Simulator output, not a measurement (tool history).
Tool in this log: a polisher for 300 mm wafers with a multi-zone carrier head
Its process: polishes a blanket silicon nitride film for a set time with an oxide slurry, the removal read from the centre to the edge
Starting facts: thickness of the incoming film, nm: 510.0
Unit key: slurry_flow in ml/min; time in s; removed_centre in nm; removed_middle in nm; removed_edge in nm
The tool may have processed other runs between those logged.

{"run": 1, "hour": 0.0, "slurry_flow": 265, "centre_zone": 1, "middle_zone": 1, "edge_zone": 1, "slurry_solids": 1, "time": 51, "removed_centre": 32.866, "removed_middle": 33.628, "removed_edge": 31.631}
{"run": 2, "hour": 8.4, "slurry_flow": 270, "centre_zone": 1.01, "middle_zone": 1, "edge_zone": 1.03, "slurry_solids": 1.05, "time": 51, "removed_centre": 34.268, "removed_middle": 33.933, "removed_edge": 33.906}
{"run": 3, "hour": 10.0, "slurry_flow": 280, "centre_zone": 1.02, "middle_zone": 1.02, "edge_zone": 1.04, "slurry_solids": 1.05, "time": 51, "removed_centre": 34.509, "removed_middle": 34.855, "removed_edge": 33.433}
{"run": 4, "hour": 17.3, "slurry_flow": 280, "centre_zone": 1.03, "middle_zone": 1.02, "edge_zone": 1.06, "slurry_solids": 1.1, "time": 51, "removed_centre": 35.549, "removed_middle": 34.197, "removed_edge": 34.099}
{"run": 5, "hour": 24.7, "slurry_flow": 285, "centre_zone": 1.03, "middle_zone": 1.03, "edge_zone": 1.07, "slurry_solids": 1.15, "time": 51, "removed_centre": 35.602, "removed_middle": 36.775, "removed_edge": 35.654}
{"run": 6, "hour": 27.2, "slurry_flow": 285, "centre_zone": 1.03, "middle_zone": 1.03, "edge_zone": 1.07, "slurry_solids": 1.15, "time": 43, "removed_centre": 30.287, "removed_middle": 30.782, "removed_edge": 30.106}
{"run": 7, "hour": 32.7, "slurry_flow": 285, "centre_zone": 1.05, "middle_zone": 1.03, "edge_zone": 1.08, "slurry_solids": 1.2, "time": 44, "removed_centre": 31.761, "removed_middle": 31.942, "removed_edge": 31.09}
{"run": 8, "hour": 35.3, "slurry_flow": 290, "centre_zone": 1.06, "middle_zone": 1.03, "edge_zone": 1.09, "slurry_solids": 1.25, "time": 45, "removed_centre": 33.265, "removed_middle": 32.39, "removed_edge": 32.131}
{"run": 9, "hour": 39.1, "slurry_flow": 290, "centre_zone": 1.07, "middle_zone": 1.03, "edge_zone": 1.1, "slurry_solids": 1.3, "time": 46, "removed_centre": 34.674, "removed_middle": 34.213, "removed_edge": 33.895}
{"run": 10, "hour": 42.8, "slurry_flow": 295, "centre_zone": 1.08, "middle_zone": 1.03, "edge_zone": 1.11, "slurry_solids": 1.35, "time": 46, "removed_centre": 35.961, "removed_middle": 34.146, "removed_edge": 34.792}
{"run": 11, "hour": 49.9, "slurry_flow": 300, "centre_zone": 1.09, "middle_zone": 1.04, "edge_zone": 1.12, "slurry_solids": 1.4, "time": 46, "removed_centre": 36.478, "removed_middle": 35.98, "removed_edge": 35.114}

What does the tool deliver on the next run?
{"run": 12, "hour": 58.7, "slurry_flow": 300, "centre_zone": 1.09, "middle_zone": 1.04, "edge_zone": 1.13, "slurry_solids": 1.4, "time": 46, "removed_centre": "?", "removed_middle": "?", "removed_edge": "?"}

Run 12 produced removed_centre 36.758 nm, removed_middle 35.205 nm, removed_edge 35.277 nm.
